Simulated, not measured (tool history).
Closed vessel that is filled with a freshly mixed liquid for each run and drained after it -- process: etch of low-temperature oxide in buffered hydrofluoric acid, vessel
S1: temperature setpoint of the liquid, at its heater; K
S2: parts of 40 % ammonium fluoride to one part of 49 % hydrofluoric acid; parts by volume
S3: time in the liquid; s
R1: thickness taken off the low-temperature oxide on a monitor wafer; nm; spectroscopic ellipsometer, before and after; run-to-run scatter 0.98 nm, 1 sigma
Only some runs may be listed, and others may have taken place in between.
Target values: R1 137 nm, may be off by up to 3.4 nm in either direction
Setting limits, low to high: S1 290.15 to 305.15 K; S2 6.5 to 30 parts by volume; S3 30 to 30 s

run    day      S1    S2  S3      R1
  1      0  298.15  19.5  30  62.707
  2  0.362  299.65  19.5  30   67.38
  3  0.508  297.15  19.5  30  58.557
  4  0.858  297.15  19.5  30  57.975
  5  1.188  297.15  23.5  30  50.547
  6  1.371  294.65  23.5  30  44.477
  7  1.529  296.15  21.5  30  51.231
  8  1.875  297.15  19.5  30   58.38
  9  2.071  297.15  19.5  30  58.709
 10    2.2  298.15    18  30  68.039
 11  2.504  302.15  11.5  30  129.85
 12  2.671  302.15  11.5  30  127.25
 13  3.008  302.65  11.5  30  131.83

Which single option among these 5 for the next run brings every result within its allowed miss of target? Just one does.
  A  3.346  299.65    10  30   ?
  B  3.346  298.65     9  30   ?
  C  3.346  301.65    10  30   ?
  D  3.346  301.15    11  30   ?
  E  3.346  303.15  11.5  30   ?

move      R1
   A  129.53
   B  131.15
   C   144.1
   D   127.9
   E  136.13
A: its largest miss is bigger than the last run's
B: its largest miss is bigger than the last run's
C: takes the biggest miss from the last run beyond its target
D: its largest miss is bigger than the last run's
E: hits every target within its allowed miss
The move that meets every target is E.
